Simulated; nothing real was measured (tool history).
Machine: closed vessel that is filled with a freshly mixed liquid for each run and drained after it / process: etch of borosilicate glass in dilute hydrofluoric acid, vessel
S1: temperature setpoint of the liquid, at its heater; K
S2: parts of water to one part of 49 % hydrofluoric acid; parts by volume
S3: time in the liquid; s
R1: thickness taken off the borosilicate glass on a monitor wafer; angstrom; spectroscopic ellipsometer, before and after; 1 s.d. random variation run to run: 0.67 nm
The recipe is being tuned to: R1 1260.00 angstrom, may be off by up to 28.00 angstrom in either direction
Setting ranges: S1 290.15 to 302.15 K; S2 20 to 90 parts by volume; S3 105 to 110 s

{"run": 1, "day": 0.0, "S1": 294.15, "S2": 50, "S3": 105, "R1": 476.05}
{"run": 2, "day": 0.312, "S1": 296.15, "S2": 45, "S3": 105, "R1": 573.07}
{"run": 3, "day": 0.496, "S1": 297.65, "S2": 40, "S3": 105, "R1": 696.0}
{"run": 4, "day": 0.883, "S1": 298.65, "S2": 35, "S3": 105, "R1": 837.67}
{"run": 5, "day": 1.125, "S1": 301.15, "S2": 35, "S3": 105, "R1": 925.15}
{"run": 6, "day": 1.496, "S1": 301.15, "S2": 30, "S3": 105, "R1": 1090.4}
{"run": 7, "day": 1.842, "S1": 301.65, "S2": 30, "S3": 105, "R1": 1093.7}
{"run": 8, "day": 2.104, "S1": 302.15, "S2": 25, "S3": 105, "R1": 1355.9}
{"run": 9, "day": 2.467, "S1": 301.65, "S2": 25, "S3": 105, "R1": 1333.8}
{"run": 10, "day": 2.658, "S1": 301.15, "S2": 25, "S3": 105, "R1": 1319.1}

Consider the 4 candidate settings below. Which is the only one whose results all fall within their allowed miss of target?
{"run": "A", "day": 2.85, "S1": 302.15, "S2": 30, "S3": 110, "R1": "?"}
{"run": "B", "day": 2.85, "S1": 298.65, "S2": 25, "S3": 105, "R1": "?"}
{"run": "C", "day": 2.85, "S1": 299.15, "S2": 25, "S3": 110, "R1": "?"}
{"run": "D", "day": 2.85, "S1": 300.65, "S2": 25, "S3": 110, "R1": "?"}

move=A R1=1198.70
move=B R1=1198.50
move=C R1=1281.90
move=D R1=1363.60
A: moves the result that the last run missed by most past its target, out the other side
B: moves the result that the last run missed by most past its target, out the other side
C: all results in spec
D: lands further from the targets than the last run did
C is the move that brings every result within its allowed miss.

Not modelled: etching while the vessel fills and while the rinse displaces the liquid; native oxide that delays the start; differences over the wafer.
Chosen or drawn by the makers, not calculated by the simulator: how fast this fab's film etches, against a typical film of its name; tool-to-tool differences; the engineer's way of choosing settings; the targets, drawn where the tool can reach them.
